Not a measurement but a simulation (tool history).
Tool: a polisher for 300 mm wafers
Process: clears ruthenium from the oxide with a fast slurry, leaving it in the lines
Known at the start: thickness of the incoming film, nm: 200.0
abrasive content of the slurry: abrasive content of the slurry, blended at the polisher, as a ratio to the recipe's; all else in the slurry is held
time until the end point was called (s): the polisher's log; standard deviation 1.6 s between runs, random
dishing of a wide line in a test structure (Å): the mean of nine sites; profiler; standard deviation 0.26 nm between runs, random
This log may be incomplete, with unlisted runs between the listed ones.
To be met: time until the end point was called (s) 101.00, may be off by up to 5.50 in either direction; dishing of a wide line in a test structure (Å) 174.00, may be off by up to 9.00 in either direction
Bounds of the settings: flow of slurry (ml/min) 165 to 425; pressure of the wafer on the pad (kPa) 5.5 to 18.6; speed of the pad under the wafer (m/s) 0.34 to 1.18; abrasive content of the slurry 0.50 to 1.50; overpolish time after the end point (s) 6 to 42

run	hour	flow of slurry (ml/min)	pressure of the wafer on the pad (kPa)	speed of the pad under the wafer (m/s)	abrasive content of the slurry	overpolish time after the end point (s)	time until the end point was called (s)	dishing of a wide line in a test structure (Å)
1	0.0	275	11.7	0.76	1.00	21	114.25	256.90
2	5.6	275	11.7	0.76	0.85	21	130.92	234.70
3	14.2	275	11.7	0.70	0.85	21	142.62	222.59
4	21.2	210	11.7	0.70	0.85	21	145.97	203.36
5	24.1	210	10.3	0.70	0.85	21	158.69	190.94
6	32.7	215	11.0	0.70	0.85	19	152.33	178.56
7	41.7	225	11.7	0.70	0.85	17	143.49	168.41
8	44.5	235	12.4	0.70	0.85	16	137.32	171.52
9	45.9	245	13.1	0.70	0.85	15	128.30	168.25
10	51.7	250	13.8	0.70	0.85	14	127.07	167.66
11	55.0	255	14.5	0.70	0.85	13	118.79	159.09
# hour 62.1: slurry nozzle cleaned
12	62.1	260	15.2	0.70	0.85	13	110.27	174.53

5 next moves are on the table. One of them brings every result within its allowed miss. Which?
A	69.2	315	14.5	0.70	0.80	14	?	?
B	69.2	245	15.2	0.74	0.90	12	?	?
C	69.2	190	16.5	0.66	1.00	10	?	?
D	69.2	270	13.1	0.70	0.80	16	?	?
E	69.2	230	13.8	0.68	0.80	14	?	?

move	time until the end point was called (s)	dishing of a wide line in a test structure (Å)
A	118.56	176.48
B	101.34	176.95
C	101.50	148.69
D	130.98	182.20
E	131.55	159.98
A: lands further from the targets than the last run did
B: all results land within tolerance of their targets
C: meets the target for the result that was furthest off, but another lies outside its allowed miss
D: lands further from the targets than the last run did
E: lands further from the targets than the last run did
Correct choice: B, which meets every target

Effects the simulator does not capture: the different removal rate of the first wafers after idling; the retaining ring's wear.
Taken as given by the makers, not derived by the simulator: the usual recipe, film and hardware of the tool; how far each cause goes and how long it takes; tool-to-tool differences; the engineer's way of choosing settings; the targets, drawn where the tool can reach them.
